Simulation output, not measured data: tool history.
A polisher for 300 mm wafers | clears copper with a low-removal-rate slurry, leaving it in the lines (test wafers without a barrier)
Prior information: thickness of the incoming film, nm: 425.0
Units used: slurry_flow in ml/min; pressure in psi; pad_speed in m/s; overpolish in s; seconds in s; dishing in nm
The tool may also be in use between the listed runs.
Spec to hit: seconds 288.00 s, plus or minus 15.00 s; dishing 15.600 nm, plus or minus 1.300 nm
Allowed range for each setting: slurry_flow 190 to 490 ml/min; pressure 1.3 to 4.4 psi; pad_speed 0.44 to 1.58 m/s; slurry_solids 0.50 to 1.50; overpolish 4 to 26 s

run  hour  slurry_flow  pressure  pad_speed  slurry_solids  overpolish  seconds  dishing
  1   0.0          315       2.8       1.00           1.00          13   148.51   20.527
  2   0.8          390       2.8       1.00           1.00          13   147.64   20.371
  3   3.2          390       2.5       0.96           1.00          14   171.72   19.124
  4  11.4          455       2.5       0.96           1.00          14   168.07   19.464
  5  14.7          490       2.5       0.96           1.00          14   166.60   19.031
  6  17.7          490       2.5       1.10           1.00          14   144.72   20.772
  7  20.4          490       2.3       1.04           1.00          15   168.29   19.559
  8  22.1          490       2.1       1.02           1.00          16   188.34   18.821
  9  27.3          490       2.1       1.02           1.00          16   184.91   20.171
 10  34.9          490       1.9       1.00           1.00          16   207.41   17.868
     42.4  -- head pressure recalibrated
 11  42.4          490       1.3       0.90           1.00          19   356.41   13.212
 12  43.3          490       1.7       0.90           1.00          19   274.35   16.654

Which of these 5 next moves meets every target?
  A  44.2          490       1.5       0.92           1.15          19        ?        ?
  B  44.2          465       1.9       0.74           0.95          25        ?        ?
  C  44.2          460       1.6       0.88           1.15          23        ?        ?
  D  44.2          485       2.1       0.78           1.10          15        ?        ?
  E  44.2          370       2.0       1.00           0.70          21        ?        ?

move  seconds  dishing
   A   285.92   16.480
   B   298.61   19.626
   C   281.83   19.145
   D   246.54   15.587
   E   237.24   20.429
A: all results in spec
B: the worst result of the last run now meets its target, but another is out of spec
C: the worst result of the last run now meets its target, but another is out of spec
D: misses by more than the last run did
E: misses by more than the last run did
The move that meets every target is A.
